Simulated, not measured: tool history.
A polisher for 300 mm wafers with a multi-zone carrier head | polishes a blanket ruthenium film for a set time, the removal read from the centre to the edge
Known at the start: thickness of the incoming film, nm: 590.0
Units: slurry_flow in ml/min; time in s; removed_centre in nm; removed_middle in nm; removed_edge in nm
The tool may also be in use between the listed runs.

run,day,slurry_flow,centre_zone,middle_zone,edge_zone,time,removed_centre,removed_middle,removed_edge
1,0,190,1,1,1,63,113.92,115.85,115.49
2,0.192,230,1,1,1,63,118.37,116.26,119.37
3,0.525,230,1,1,1,75,138.96,142.57,142.69
4,0.558,230,1,1,1,62,115.6,117.5,116.65
5,0.75,230,1,1,1,73,135.12,136.95,135.65
6,0.825,230,1,0.93,1,73,136.93,128.06,137.39
7,1.004,215,1,0.94,0.94,67,123.28,116.94,121.76

Run 8 comes next. What will it give?
8,1.271,205,1.01,0.96,0.9,63,?,?,?

removed_centre: 116.75 nm
removed_middle: 112.45 nm
removed_edge: 113.04 nm
